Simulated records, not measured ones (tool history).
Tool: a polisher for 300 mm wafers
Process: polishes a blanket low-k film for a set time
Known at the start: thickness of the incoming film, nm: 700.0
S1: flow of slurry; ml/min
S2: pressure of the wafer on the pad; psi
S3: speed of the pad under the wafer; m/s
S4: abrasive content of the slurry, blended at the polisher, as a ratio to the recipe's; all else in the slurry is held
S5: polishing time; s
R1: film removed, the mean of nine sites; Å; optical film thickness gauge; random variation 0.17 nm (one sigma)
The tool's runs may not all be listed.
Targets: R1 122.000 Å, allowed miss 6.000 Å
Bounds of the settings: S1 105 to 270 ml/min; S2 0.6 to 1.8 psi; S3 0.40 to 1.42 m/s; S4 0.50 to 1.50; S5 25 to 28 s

run	day	S1	S2	S3	S4	S5	R1
1	0.000	175	1.2	0.90	1.00	28	74.609
2	0.142	175	1.1	0.90	1.00	28	69.892
3	0.350	175	1.2	0.90	1.00	28	75.582
4	0.475	175	1.4	0.92	1.00	28	83.031
5	0.596	175	1.7	0.92	1.00	28	92.780
6	0.771	175	1.7	0.98	1.00	28	95.371
7	1.058	175	1.7	1.06	1.00	28	104.100
8	1.162	175	1.7	1.10	1.00	28	105.010
9	1.371	175	1.7	1.14	1.00	28	111.380
10	1.496	180	1.8	1.14	1.00	28	114.300
11	1.583	180	1.8	1.16	1.00	28	111.200

5 next moves are on the table. One of them brings every result within its allowed miss. Which?
A	1.671	170	1.8	1.16	0.80	28	?
B	1.671	200	1.7	1.10	0.90	28	?
C	1.671	165	1.7	1.16	1.10	27	?
D	1.671	135	1.8	1.18	0.95	28	?
E	1.671	195	1.8	1.18	1.05	28	?

move	R1
A	104.840
B	103.940
C	109.660
D	110.220
E	119.930
A: further off than the last run
B: further off than the last run
C: further off than the last run
D: further off than the last run
E: meets every target
Answer: E
